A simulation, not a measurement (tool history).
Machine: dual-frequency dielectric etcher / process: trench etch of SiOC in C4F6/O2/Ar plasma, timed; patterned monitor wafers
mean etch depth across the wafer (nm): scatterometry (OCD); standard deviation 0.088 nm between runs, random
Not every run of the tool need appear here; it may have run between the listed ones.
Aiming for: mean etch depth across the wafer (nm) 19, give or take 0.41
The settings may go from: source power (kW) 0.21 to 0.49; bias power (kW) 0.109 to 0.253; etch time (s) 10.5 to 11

run	hour	source power (kW)	bias power (kW)	etch time (s)	mean etch depth across the wafer (nm)
1	0	0.35	0.181	11	21.734
2	8	0.34	0.179	11	21.327
3	15	0.34	0.179	10.5	20.299
4	20.6	0.34	0.179	11	21.527
5	23	0.34	0.206	11	22.484
6	27.4	0.33	0.204	11	21.955
7	35.7	0.32	0.203	11	21.589
8	39.6	0.31	0.202	11	21.28
9	44.6	0.3	0.201	11	21.124
10	48.2	0.3	0.201	11	21.04
11	55.9	0.29	0.2	11	20.655
12	64.2	0.22	0.192	11	18.032

Exercise: of the 5 proposed moves below, exactly one satisfies all targets within the stated allowed misses. Which move is it?
A	72.5	0.21	0.199	11	?
B	72.5	0.21	0.194	10.5	?
C	72.5	0.24	0.188	10.5	?
D	72.5	0.22	0.218	11	?
E	72.5	0.23	0.188	11	?

move	mean etch depth across the wafer (nm)
A	17.878
B	16.906
C	17.751
D	18.886
E	18.244
A: lands further from the targets than the last run did
B: lands further from the targets than the last run did
C: lands further from the targets than the last run did
D: all results land within tolerance of their targets
E: closer than the last run, but not yet in spec
The move that meets every target is D.
